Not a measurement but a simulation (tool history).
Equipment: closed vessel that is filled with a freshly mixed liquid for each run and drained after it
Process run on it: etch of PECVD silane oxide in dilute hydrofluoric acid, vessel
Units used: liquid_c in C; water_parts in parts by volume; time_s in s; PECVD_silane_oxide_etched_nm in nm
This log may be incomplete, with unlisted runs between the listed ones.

| run | hour | liquid_c | water_parts | time_s | PECVD_silane_oxide_etched_nm |
|---|---|---|---|---|---|
| 1 | 0 | 21 | 170 | 70 | 6.8343 |
| 2 | 4.9 | 20 | 175 | 70 | 6.1968 |
| 3 | 7.5 | 19.5 | 180 | 70 | 6.0189 |
| 4 | 14.4 | 17 | 180 | 70 | 5.3651 |
| 5 | 21.4 | 17 | 220 | 70 | 4.1875 |
| 6 | 30 | 17 | 220 | 70 | 4.1835 |
| 7 | 33.8 | 17.5 | 220 | 70 | 4.4058 |
| 8 | 40.5 | 18 | 220 | 70 | 4.5052 |

Run 9 is up next; what results do you expect?
| 9 | 44.3 | 18.5 | 220 | 70 | ? |

PECVD_silane_oxide_etched_nm: 4.5232 nm
